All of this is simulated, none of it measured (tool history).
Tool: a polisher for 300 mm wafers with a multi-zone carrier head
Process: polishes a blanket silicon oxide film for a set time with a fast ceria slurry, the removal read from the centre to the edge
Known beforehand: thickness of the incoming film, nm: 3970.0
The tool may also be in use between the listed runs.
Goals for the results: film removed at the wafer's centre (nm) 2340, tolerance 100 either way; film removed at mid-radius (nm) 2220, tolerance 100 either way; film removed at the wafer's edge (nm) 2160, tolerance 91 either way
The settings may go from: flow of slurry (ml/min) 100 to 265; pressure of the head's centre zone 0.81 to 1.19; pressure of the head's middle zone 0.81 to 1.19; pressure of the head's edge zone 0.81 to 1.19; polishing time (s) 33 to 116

run  hour  flow of slurry (ml/min)  pressure of the head's centre zone  pressure of the head's middle zone  pressure of the head's edge zone  polishing time (s)  film removed at the wafer's centre (nm)  film removed at mid-radius (nm)  film removed at the wafer's edge (nm)
  1     0                      170                                   1                                   1                                 1                  74                                   1657.7                           1617.8                                 1596.4
  2   1.7                      175                                1.01                                1.01                              1.02                  77                                   1737.4                           1687.4                                 1700.9
  3   9.4                      160                                1.01                                1.01                              1.02                  77                                     1718                           1701.6                                 1678.7
  4    18                      165                                1.03                                1.03                              1.04                  79                                   1796.4                           1740.9                                 1725.7
  5  26.7                      170                                1.04                                1.04                              1.04                  82                                   1924.4                           1880.2                                 1836.4
  6  33.6                      180                                1.05                                1.05                              1.05                  83                                   1952.8                           1874.6                                 1861.2
  7  37.2                      180                                1.06                                1.06                              1.05                  85                                     2034                           1938.1                                 1894.8
  8  46.2                      180                                1.07                                1.07                              1.06                  87                                   2065.6                           1995.2                                   1933
  9  48.2                      185                                1.08                                1.07                              1.06                  88                                   2164.9                           2031.7                                 1992.9
 10  53.7                      190                                1.08                                1.08                              1.07                  89                                   2196.7                           2107.8                                 2035.7
 11  58.9                      195                                1.08                                1.08                              1.08                  89                                   2210.1                           2109.2                                   2037
 12  67.8                      200                                1.08                                1.08                              1.09                  89                                   2202.1                           2080.1                                 2082.2

Exactly one of the 4 candidate moves below puts every result within its allowed miss. Which one?
  A  76.7                      145                                1.19                                0.87                              1.19                 103                                        ?                                ?                                      ?
  B  76.7                      265                                1.02                                0.91                              1.19                  89                                        ?                                ?                                      ?
  C  76.7                      185                                1.17                                1.07                              1.07                  96                                        ?                                ?                                      ?
  D  76.7                      200                                1.12                                1.12                              1.12                  92                                        ?                                ?                                      ?

move  film removed at the wafer's centre (nm)  film removed at mid-radius (nm)  film removed at the wafer's edge (nm)
   A                                   2640.5                           1971.7                                   2339
   B                                   2178.7                           1941.2                                 2169.7
   C                                   2555.3                           2247.6                                 2131.5
   D                                   2377.4                           2259.3                                 2108.5
A: misses by more than the last run did
B: misses by more than the last run did
C: the worst result of the last run now meets its target, but another is out of spec
D: all results in spec
Correct choice: D, which meets every target
